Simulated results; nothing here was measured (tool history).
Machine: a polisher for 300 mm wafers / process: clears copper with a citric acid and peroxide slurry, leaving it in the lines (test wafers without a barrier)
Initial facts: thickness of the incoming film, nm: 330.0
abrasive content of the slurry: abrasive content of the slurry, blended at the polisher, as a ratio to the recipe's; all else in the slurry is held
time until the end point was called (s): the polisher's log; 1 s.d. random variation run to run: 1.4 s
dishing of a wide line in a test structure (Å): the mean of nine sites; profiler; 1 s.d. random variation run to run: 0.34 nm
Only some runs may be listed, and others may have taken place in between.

run  hour  flow of slurry (ml/min)  pressure of the wafer on the pad (kPa)  speed of the pad under the wafer (cm/s)  abrasive content of the slurry  overpolish time after the end point (s)  time until the end point was called (s)  dishing of a wide line in a test structure (Å)
  1   0.0                      295                                    20.7                                      108                            1.00                                       19                                   146.84                                          212.76
  2   1.2                      295                                    24.1                                      108                            1.00                                       19                                   129.87                                          235.74
  3   8.3                      325                                    24.1                                      108                            1.00                                       19                                   127.56                                          235.68
  4  10.3                      325                                    24.1                                      108                            1.00                                       16                                   125.65                                          204.87
  5  14.1                      325                                    24.1                                      108                            0.85                                       16                                   132.35                                          208.71
  6  18.8                      335                                    25.5                                      108                            0.90                                       14                                   125.02                                          197.41
  7  25.1                      340                                    26.9                                      108                            0.95                                       12                                   121.85                                          180.79
  8  31.1                      345                                    28.3                                      110                            0.95                                       11                                   109.35                                          174.89
  9  34.6                      345                                    29.0                                      110                            0.95                                       11                                   110.14                                          178.87

Expected results for the next run?
 10  43.3                      345                                    29.6                                      110                            0.95                                       11                                        ?                                               ?

time until the end point was called (s): 106.13
dishing of a wide line in a test structure (Å): 183.81
